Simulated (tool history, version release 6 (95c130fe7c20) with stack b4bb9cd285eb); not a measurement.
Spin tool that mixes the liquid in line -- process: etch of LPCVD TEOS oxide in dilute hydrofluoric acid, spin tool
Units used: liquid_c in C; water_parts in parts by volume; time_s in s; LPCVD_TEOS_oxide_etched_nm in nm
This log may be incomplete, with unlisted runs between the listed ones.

run	hour	liquid_c	water_parts	time_s	LPCVD_TEOS_oxide_etched_nm
1	0.0	25.0	150	85	9.3876
2	8.4	24.5	150	85	9.0790
3	17.1	24.0	150	85	9.1238
4	22.5	24.0	150	85	9.1174
5	23.5	24.0	150	85	9.0213
6	32.1	23.5	150	85	8.8088
7	33.3	23.0	150	85	8.7733

Run 8 is up next; what results do you expect?
8	40.4	19.0	155	85	?

{"run 8": {"LPCVD_TEOS_oxide_etched_nm": 7.0592}}

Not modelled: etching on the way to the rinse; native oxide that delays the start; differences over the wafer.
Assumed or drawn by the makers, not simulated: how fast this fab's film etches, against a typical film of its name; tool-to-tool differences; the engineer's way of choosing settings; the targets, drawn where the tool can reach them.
